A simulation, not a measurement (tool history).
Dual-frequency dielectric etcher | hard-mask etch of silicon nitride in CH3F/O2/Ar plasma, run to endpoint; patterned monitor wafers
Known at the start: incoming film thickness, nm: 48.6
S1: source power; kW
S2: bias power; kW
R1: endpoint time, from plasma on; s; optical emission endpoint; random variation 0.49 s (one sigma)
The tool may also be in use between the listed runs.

| run | day | S1 | S2 | R1 |
|---|---|---|---|---|
| 1 | 0 | 0.39 | 0.062 | 82.349 |
| 2 | 0.258 | 0.39 | 0.071 | 79.172 |
| 3 | 0.425 | 0.32 | 0.071 | 84.181 |
| 4 | 0.458 | 0.34 | 0.072 | 83.467 |
| 5 | 0.812 | 0.39 | 0.072 | 79.602 |
| 6 | 1.104 | 0.39 | 0.063 | 81.676 |

Run 7 comes next. What will it give?
| 7 | 1.325 | 0.4 | 0.064 | ? |

{"run 7": {"R1": 81.426}}

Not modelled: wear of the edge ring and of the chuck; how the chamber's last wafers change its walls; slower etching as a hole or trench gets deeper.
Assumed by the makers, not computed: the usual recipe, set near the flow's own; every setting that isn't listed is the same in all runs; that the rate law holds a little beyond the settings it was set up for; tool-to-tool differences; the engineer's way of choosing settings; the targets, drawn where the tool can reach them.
